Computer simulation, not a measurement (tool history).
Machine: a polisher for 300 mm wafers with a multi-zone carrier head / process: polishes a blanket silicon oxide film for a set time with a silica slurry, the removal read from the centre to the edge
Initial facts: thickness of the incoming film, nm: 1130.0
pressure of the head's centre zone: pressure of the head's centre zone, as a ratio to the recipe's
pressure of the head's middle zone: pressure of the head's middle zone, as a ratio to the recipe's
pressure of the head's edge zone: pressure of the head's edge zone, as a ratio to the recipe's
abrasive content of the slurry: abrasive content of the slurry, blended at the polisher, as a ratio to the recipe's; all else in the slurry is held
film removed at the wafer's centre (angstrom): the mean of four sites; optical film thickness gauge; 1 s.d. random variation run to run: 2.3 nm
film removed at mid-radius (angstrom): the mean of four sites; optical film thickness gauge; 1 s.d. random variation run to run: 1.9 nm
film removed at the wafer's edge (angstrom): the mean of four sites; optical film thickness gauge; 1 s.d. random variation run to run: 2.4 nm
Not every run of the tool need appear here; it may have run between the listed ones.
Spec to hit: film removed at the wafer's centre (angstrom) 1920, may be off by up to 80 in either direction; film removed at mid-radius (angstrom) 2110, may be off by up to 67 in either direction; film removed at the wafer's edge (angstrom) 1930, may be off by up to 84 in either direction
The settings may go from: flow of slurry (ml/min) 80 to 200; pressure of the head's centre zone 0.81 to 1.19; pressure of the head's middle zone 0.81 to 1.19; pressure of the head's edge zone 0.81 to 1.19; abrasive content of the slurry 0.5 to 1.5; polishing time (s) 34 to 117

run,hour,flow of slurry (ml/min),pressure of the head's centre zone,pressure of the head's middle zone,pressure of the head's edge zone,abrasive content of the slurry,polishing time (s),film removed at the wafer's centre (angstrom),film removed at mid-radius (angstrom),film removed at the wafer's edge (angstrom)
1,0,130,1,1,1,1,75,2502.2,2543.1,2524
2,8.8,130,1,1,1,1.2,75,2823.8,2850.6,2840.9
3,14.9,130,0.99,1,0.97,1.1,75,2680.3,2711.4,2715.6
4,22.8,105,0.99,1,0.97,1.1,75,2504.2,2549.9,2599.7
5,28.6,105,0.99,1,1.04,1.1,75,2455.6,2569,2718.1
6,32.1,105,0.99,1,1.04,1.1,63,2088.5,2188.3,2213.7
7,37.2,95,0.97,1.04,0.94,1,62,1835.6,2017.6,1947.5
8,44.6,95,0.97,1.04,0.94,1,62,1863.1,2005.8,1984.5

Pick the move, out of 5, that brings all results within their allowed miss; only one does.
A,52,115,0.96,1.07,0.91,1,61,?,?,?
B,52,90,0.94,0.97,0.97,0.85,74,?,?,?
C,52,120,1.02,1.08,1.09,1,56,?,?,?
D,52,100,1.02,0.96,0.94,1.1,59,?,?,?
E,52,100,0.96,1.16,0.97,1.1,55,?,?,?

move,film removed at the wafer's centre (angstrom),film removed at mid-radius (angstrom),film removed at the wafer's edge (angstrom)
A,1925.8,2152.9,1962.5
B,1876.4,1988.2,2075.1
C,1889.4,2011.2,1978.9
D,2006.6,1947.9,2001.7
E,1773,2133.7,1888.8
A: meets every target
B: lands further from the targets than the last run did
C: nearer than the last run, and not there yet
D: lands further from the targets than the last run did
E: corrects the largest miss of the last run, while another result sits out of spec
So the answer is move A, the one that meets all the targets.
